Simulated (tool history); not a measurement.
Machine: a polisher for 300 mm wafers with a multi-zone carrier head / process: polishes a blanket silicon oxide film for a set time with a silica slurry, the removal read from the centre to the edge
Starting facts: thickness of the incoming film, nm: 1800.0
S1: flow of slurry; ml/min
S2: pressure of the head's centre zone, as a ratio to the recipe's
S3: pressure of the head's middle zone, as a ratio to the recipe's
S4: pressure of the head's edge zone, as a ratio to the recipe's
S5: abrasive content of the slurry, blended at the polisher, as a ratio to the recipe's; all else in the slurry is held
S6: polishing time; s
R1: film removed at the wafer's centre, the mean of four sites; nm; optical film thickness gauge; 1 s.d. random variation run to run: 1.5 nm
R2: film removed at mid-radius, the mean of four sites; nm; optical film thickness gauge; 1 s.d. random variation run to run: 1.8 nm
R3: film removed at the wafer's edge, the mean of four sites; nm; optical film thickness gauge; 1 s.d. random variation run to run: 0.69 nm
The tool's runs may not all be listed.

run 1 hour=0 | S1=205 S2=1 S3=1 S4=1 S5=1 S6=62 | R1=215.49 R2=216.82 R3=213.66
run 2 hour=5.6 | S1=205 S2=0.97 S3=1 S4=1 S5=1 S6=62 | R1=208.14 R2=212.94 R3=212.49
run 3 hour=7.2 | S1=205 S2=0.98 S3=1 S4=0.98 S5=0.95 S6=60 | R1=201.03 R2=195.68 R3=201.28
run 4 hour=13.8 | S1=210 S2=1 S3=1.02 S4=0.99 S5=0.9 S6=57 | R1=189.02 R2=191.16 R3=187.51
run 5 hour=20.7 | S1=210 S2=1 S3=1.02 S4=1.06 S5=0.9 S6=57 | R1=190.5 R2=198.39 R3=194.4
run 6 hour=29 | S1=210 S2=1 S3=1.02 S4=1.06 S5=0.9 S6=69 | R1=232.14 R2=230.33 R3=235.01
run 7 hour=34.5 | S1=210 S2=1.01 S3=1.02 S4=1.04 S5=0.85 S6=66 | R1=216.91 R2=214.17 R3=215.93
run 8 hour=40.6 | S1=210 S2=1.02 S3=1.03 S4=1.02 S5=0.8 S6=63 | R1=205.69 R2=204.28 R3=200.33
run 9 hour=44.4 | S1=210 S2=1.02 S3=1.03 S4=1.02 S5=0.8 S6=63 | R1=205.09 R2=201.56 R3=200.2
run 10 hour=50.4 | S1=210 S2=1.02 S3=1.03 S4=1 S5=0.75 S6=61 | R1=194.97 R2=192.72 R3=184.99
run 11 hour=53.8 | S1=205 S2=1.02 S3=1.02 S4=0.98 S5=0.7 S6=59 | R1=184.17 R2=176.09 R3=171
run 12 hour=55.5 | S1=200 S2=1.01 S3=1.02 S4=0.96 S5=0.7 S6=58 | R1=176.22 R2=177.92 R3=169.97

Run 13, settings as shown, results not yet in. Your forecast:
run 13 hour=64.1 | S1=200 S2=1.01 S3=1.02 S4=0.95 S5=0.7 S6=56 | R1=? R2=? R3=?

Logged for run 13: R1 172.88 nm, R2 169.05 nm, R3 160.3 nm.
